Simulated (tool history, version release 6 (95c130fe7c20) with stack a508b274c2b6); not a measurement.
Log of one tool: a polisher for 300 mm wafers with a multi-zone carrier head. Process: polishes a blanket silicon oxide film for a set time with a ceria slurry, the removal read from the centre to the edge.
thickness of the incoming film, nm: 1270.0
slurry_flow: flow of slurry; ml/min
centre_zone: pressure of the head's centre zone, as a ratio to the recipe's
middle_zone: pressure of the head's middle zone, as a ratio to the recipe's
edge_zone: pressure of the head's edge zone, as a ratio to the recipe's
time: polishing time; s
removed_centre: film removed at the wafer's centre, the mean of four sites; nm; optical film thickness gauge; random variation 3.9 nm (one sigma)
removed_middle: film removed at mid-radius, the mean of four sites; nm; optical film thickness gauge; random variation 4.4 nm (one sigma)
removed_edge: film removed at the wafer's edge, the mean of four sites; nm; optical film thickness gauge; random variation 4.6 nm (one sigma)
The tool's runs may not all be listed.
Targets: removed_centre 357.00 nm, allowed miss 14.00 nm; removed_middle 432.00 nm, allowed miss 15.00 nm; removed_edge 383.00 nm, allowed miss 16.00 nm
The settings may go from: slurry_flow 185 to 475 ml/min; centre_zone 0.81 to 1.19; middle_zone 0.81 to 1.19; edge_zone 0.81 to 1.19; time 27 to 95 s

{"run": 1, "day": 0.0, "slurry_flow": 305, "centre_zone": 1.0, "middle_zone": 1.0, "edge_zone": 1.0, "time": 61, "removed_centre": 310.8, "removed_middle": 317.57, "removed_edge": 306.28}
{"run": 2, "day": 0.254, "slurry_flow": 305, "centre_zone": 1.0, "middle_zone": 1.0, "edge_zone": 1.0, "time": 48, "removed_centre": 250.24, "removed_middle": 246.72, "removed_edge": 243.74}
{"run": 3, "day": 0.358, "slurry_flow": 305, "centre_zone": 1.0, "middle_zone": 0.93, "edge_zone": 1.0, "time": 48, "removed_centre": 244.84, "removed_middle": 236.1, "removed_edge": 235.51}
{"run": 4, "day": 0.454, "slurry_flow": 305, "centre_zone": 1.0, "middle_zone": 0.93, "edge_zone": 1.0, "time": 37, "removed_centre": 190.14, "removed_middle": 180.16, "removed_edge": 184.62}
{"run": 5, "day": 0.667, "slurry_flow": 305, "centre_zone": 1.0, "middle_zone": 0.99, "edge_zone": 1.0, "time": 37, "removed_centre": 187.49, "removed_middle": 188.9, "removed_edge": 185.73}
{"run": 6, "day": 0.742, "slurry_flow": 355, "centre_zone": 1.0, "middle_zone": 0.99, "edge_zone": 1.0, "time": 37, "removed_centre": 194.03, "removed_middle": 190.21, "removed_edge": 190.42}
{"run": 7, "day": 1.025, "slurry_flow": 350, "centre_zone": 0.99, "middle_zone": 1.02, "edge_zone": 1.0, "time": 43, "removed_centre": 216.63, "removed_middle": 227.92, "removed_edge": 221.61}
{"run": 8, "day": 1.283, "slurry_flow": 355, "centre_zone": 0.99, "middle_zone": 1.05, "edge_zone": 1.0, "time": 47, "removed_centre": 247.28, "removed_middle": 258.49, "removed_edge": 233.68}
{"run": 9, "day": 1.567, "slurry_flow": 275, "centre_zone": 0.89, "middle_zone": 1.07, "edge_zone": 1.1, "time": 64, "removed_centre": 283.99, "removed_middle": 347.63, "removed_edge": 326.47}
{"run": 10, "day": 1.871, "slurry_flow": 275, "centre_zone": 0.9, "middle_zone": 1.09, "edge_zone": 1.11, "time": 65, "removed_centre": 298.63, "removed_middle": 357.01, "removed_edge": 337.81}

Which of these 5 next moves meets every target?
{"run": "A", "day": 2.175, "slurry_flow": 245, "centre_zone": 0.92, "middle_zone": 1.13, "edge_zone": 1.0, "time": 78, "removed_centre": "?", "removed_middle": "?", "removed_edge": "?"}
{"run": "B", "day": 2.175, "slurry_flow": 285, "centre_zone": 1.02, "middle_zone": 1.19, "edge_zone": 0.86, "time": 82, "removed_centre": "?", "removed_middle": "?", "removed_edge": "?"}
{"run": "C", "day": 2.175, "slurry_flow": 265, "centre_zone": 0.91, "middle_zone": 1.14, "edge_zone": 1.06, "time": 59, "removed_centre": "?", "removed_middle": "?", "removed_edge": "?"}
{"run": "D", "day": 2.175, "slurry_flow": 245, "centre_zone": 1.17, "middle_zone": 0.81, "edge_zone": 1.19, "time": 64, "removed_centre": "?", "removed_middle": "?", "removed_edge": "?"}
{"run": "E", "day": 2.175, "slurry_flow": 280, "centre_zone": 0.92, "middle_zone": 1.19, "edge_zone": 0.95, "time": 78, "removed_centre": "?", "removed_middle": "?", "removed_edge": "?"}

move=A removed_centre=347.35 removed_middle=428.70 removed_edge=384.37
move=B removed_centre=413.67 removed_middle=480.04 removed_edge=385.43
move=C removed_centre=262.86 removed_middle=330.08 removed_edge=300.30
move=D removed_centre=361.80 removed_middle=265.71 removed_edge=341.92
move=E removed_centre=354.04 removed_middle=455.89 removed_edge=380.79
A: meets every target
B: takes the result that was furthest off past its target
C: further off than the last run
D: further off than the last run
E: takes the result that was furthest off past its target
Move A is the one to make.

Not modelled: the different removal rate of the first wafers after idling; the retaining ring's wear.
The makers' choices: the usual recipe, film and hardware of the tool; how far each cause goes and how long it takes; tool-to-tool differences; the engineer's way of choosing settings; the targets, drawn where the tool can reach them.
